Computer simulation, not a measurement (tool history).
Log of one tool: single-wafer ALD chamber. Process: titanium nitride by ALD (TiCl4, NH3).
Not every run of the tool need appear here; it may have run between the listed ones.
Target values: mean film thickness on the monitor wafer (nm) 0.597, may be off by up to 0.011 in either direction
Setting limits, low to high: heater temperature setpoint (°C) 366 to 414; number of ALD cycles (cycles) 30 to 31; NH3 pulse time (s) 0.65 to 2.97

run,hour,heater temperature setpoint (°C),number of ALD cycles (cycles),NH3 pulse time (s),mean film thickness on the monitor wafer (nm)
1,0,390,31,1.81,0.65364
2,6.1,397,31,1.81,0.65747
3,10.6,397,31,1.81,0.65263
4,17.4,395,31,1.51,0.65196
5,21,395,31,1.51,0.64703
6,26.5,388,31,1.29,0.64315
7,28.9,382,31,1.12,0.62209
8,32.4,381,31,1.09,0.62204
9,35.3,381,31,1.09,0.62427
10,40.9,380,31,1.03,0.6191
11,46.8,379,31,1.01,0.6166
12,48.6,378,31,1.01,0.61397
13,53.3,377,31,1.01,0.61091
14,62.3,376,31,1.01,0.61457

4 next moves are on the table. One of them brings every result within its allowed miss. Which?
A,71.3,379,30,0.99,?
B,71.3,379,31,1.03,?
C,71.3,400,31,0.66,?
D,71.3,385,31,1.13,?

move,mean film thickness on the monitor wafer (nm)
A,0.59684
B,0.61916
C,0.61957
D,0.63121
A: hits every target within its allowed miss
B: its largest miss is bigger than the last run's
C: its largest miss is bigger than the last run's
D: its largest miss is bigger than the last run's
Go with A: it meets all targets.
